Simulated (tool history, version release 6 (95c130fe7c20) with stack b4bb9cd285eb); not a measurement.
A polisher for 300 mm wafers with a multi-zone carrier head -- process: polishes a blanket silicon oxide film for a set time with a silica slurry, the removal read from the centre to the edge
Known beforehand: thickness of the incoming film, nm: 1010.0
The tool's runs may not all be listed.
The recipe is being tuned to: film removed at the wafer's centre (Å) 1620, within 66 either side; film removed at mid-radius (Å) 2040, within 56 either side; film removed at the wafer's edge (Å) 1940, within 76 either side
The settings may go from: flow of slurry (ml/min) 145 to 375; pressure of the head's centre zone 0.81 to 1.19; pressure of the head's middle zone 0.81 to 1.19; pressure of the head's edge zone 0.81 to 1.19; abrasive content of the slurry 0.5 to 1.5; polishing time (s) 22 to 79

| run | hour | flow of slurry (ml/min) | pressure of the head's centre zone | pressure of the head's middle zone | pressure of the head's edge zone | abrasive content of the slurry | polishing time (s) | film removed at the wafer's centre (Å) | film removed at mid-radius (Å) | film removed at the wafer's edge (Å) |
|---|---|---|---|---|---|---|---|---|---|---|
| 1 | 0 | 240 | 1 | 1 | 1 | 1 | 50 | 1791.1 | 1714.5 | 1649.8 |
| 2 | 1.2 | 180 | 1 | 1 | 1 | 1 | 50 | 1684 | 1633 | 1580.1 |
| 3 | 4.8 | 180 | 1 | 1 | 1 | 1.1 | 50 | 1778.2 | 1726.6 | 1657.6 |
| 4 | 9.6 | 190 | 0.97 | 1.02 | 1.03 | 1.1 | 50 | 1761.6 | 1773.2 | 1727.8 |
|  | 17.6 | centre zone pressure recalibrated |
| 5 | 17.6 | 200 | 0.94 | 1.04 | 1.04 | 1.1 | 50 | 1615.9 | 1824 | 1725.9 |
| 6 | 21.6 | 210 | 0.93 | 1.05 | 1.05 | 1.1 | 50 | 1647 | 1871.1 | 1761.8 |
| 7 | 23.5 | 220 | 0.92 | 1.05 | 1.06 | 1.1 | 50 | 1606.5 | 1845.9 | 1784.3 |
| 8 | 32 | 230 | 0.92 | 1.06 | 1.07 | 1.1 | 50 | 1637.5 | 1879.4 | 1779.4 |
| 9 | 33.2 | 235 | 0.91 | 1.07 | 1.08 | 1.1 | 50 | 1596 | 1887.9 | 1818.6 |
| 10 | 36.8 | 240 | 0.91 | 1.08 | 1.09 | 1.1 | 50 | 1649.4 | 1915.4 | 1801.3 |

5 next moves are on the table. One of them brings every result within its allowed miss. Which?
| A | 40.4 | 205 | 0.93 | 1.13 | 1.02 | 1.15 | 55 | ? | ? | ? |
| B | 40.4 | 160 | 0.91 | 1.06 | 1.19 | 1.15 | 53 | ? | ? | ? |
| C | 40.4 | 340 | 0.87 | 1.12 | 1.19 | 0.85 | 57 | ? | ? | ? |
| D | 40.4 | 250 | 0.94 | 1.08 | 0.96 | 0.9 | 59 | ? | ? | ? |
| E | 40.4 | 270 | 0.97 | 1.09 | 1.06 | 1.15 | 45 | ? | ? | ? |

| move | film removed at the wafer's centre (Å) | film removed at mid-radius (Å) | film removed at the wafer's edge (Å) |
|---|---|---|---|
| A | 1783.8 | 2175.6 | 1934.9 |
| B | 1596.8 | 1895 | 1951 |
| C | 1567.4 | 2010.9 | 1919.7 |
| D | 1747.1 | 2022.6 | 1804.6 |
| E | 1585.2 | 1791.2 | 1660.2 |
A: takes the result that was furthest off past its target
B: misses by more than the last run did
C: hits every target within its allowed miss
D: the worst result of the last run now meets its target, but another is out of spec
E: misses by more than the last run did
C meets every target.
